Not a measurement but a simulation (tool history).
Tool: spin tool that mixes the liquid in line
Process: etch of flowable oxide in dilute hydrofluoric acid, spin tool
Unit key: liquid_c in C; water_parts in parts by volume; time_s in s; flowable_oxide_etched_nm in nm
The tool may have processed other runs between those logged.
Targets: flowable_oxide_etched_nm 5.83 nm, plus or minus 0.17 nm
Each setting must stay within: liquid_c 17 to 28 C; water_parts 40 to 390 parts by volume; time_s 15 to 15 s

run	day	liquid_c	water_parts	time_s	flowable_oxide_etched_nm
1	0	20	215	15	1.9499
2	0.346	20	145	15	3.0901
3	0.508	22	130	15	3.8652
4	0.542	22	100	15	5.1625
5	0.688	19	100	15	4.5572
6	0.725	19	40	15	12.217
7	0.933	17	95	15	4.4281
8	0.958	18	95	15	4.6249

Pick the move, out of 5, that brings all results within their allowed miss; only one does.
A	0.983	20	95	15	?
B	0.983	21	80	15	?
C	0.983	17.5	65	15	?
D	0.983	19	75	15	?
E	0.983	19	80	15	?

move	flowable_oxide_etched_nm
A	5.0515
B	6.3601
C	6.8726
D	6.2776
E	5.8521
A: an improvement on the last run, though not all results are within tolerance
B: takes the result that was furthest off past its target
C: takes the result that was furthest off past its target
D: takes the result that was furthest off past its target
E: all results land within tolerance of their targets
The move that meets every target is E.
